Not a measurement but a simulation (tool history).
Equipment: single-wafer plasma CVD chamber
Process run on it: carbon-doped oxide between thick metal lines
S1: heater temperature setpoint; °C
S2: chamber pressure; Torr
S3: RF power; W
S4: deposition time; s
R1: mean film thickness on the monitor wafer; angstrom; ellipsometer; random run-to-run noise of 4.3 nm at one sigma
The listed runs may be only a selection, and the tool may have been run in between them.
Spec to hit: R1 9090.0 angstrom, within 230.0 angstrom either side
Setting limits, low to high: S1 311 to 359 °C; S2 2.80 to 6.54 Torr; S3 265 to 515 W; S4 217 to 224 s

{"run": 1, "hour": 0.0, "S1": 335, "S2": 4.67, "S3": 390, "S4": 217, "R1": 10368.0}
{"run": 2, "hour": 6.7, "S1": 335, "S2": 4.67, "S3": 390, "S4": 224, "R1": 10777.0}
{"run": 3, "hour": 10.6, "S1": 336, "S2": 4.5, "S3": 375, "S4": 224, "R1": 10396.0}
{"run": 4, "hour": 15.8, "S1": 337, "S2": 4.34, "S3": 365, "S4": 224, "R1": 10079.0}
{"run": 5, "hour": 19.4, "S1": 338, "S2": 4.18, "S3": 360, "S4": 224, "R1": 9999.7}
{"run": 6, "hour": 27.6, "S1": 339, "S2": 4.13, "S3": 350, "S4": 224, "R1": 9788.6}
{"run": 7, "hour": 30.0, "S1": 339, "S2": 4.07, "S3": 345, "S4": 224, "R1": 9606.7}
{"run": 8, "hour": 32.5, "S1": 340, "S2": 3.99, "S3": 340, "S4": 224, "R1": 9565.9}
{"run": 9, "hour": 36.6, "S1": 340, "S2": 3.99, "S3": 340, "S4": 224, "R1": 9476.6}
{"run": 10, "hour": 42.1, "S1": 341, "S2": 3.93, "S3": 335, "S4": 224, "R1": 9407.7}

Pick the move, out of 4, that brings all results within their allowed miss; only one does.
{"run": "A", "hour": 47.6, "S1": 338, "S2": 3.28, "S3": 335, "S4": 218, "R1": "?"}
{"run": "B", "hour": 47.6, "S1": 349, "S2": 4.04, "S3": 380, "S4": 224, "R1": "?"}
{"run": "C", "hour": 47.6, "S1": 332, "S2": 3.86, "S3": 330, "S4": 224, "R1": "?"}
{"run": "D", "hour": 47.6, "S1": 344, "S2": 3.84, "S3": 350, "S4": 224, "R1": "?"}

move=A R1=8993.2
move=B R1=9998.8
move=C R1=9491.0
move=D R1=9537.9
A: every result lands within tolerance
B: the biggest miss grows against the last run
C: the biggest miss grows against the last run
D: the biggest miss grows against the last run
The move that meets every target is A.
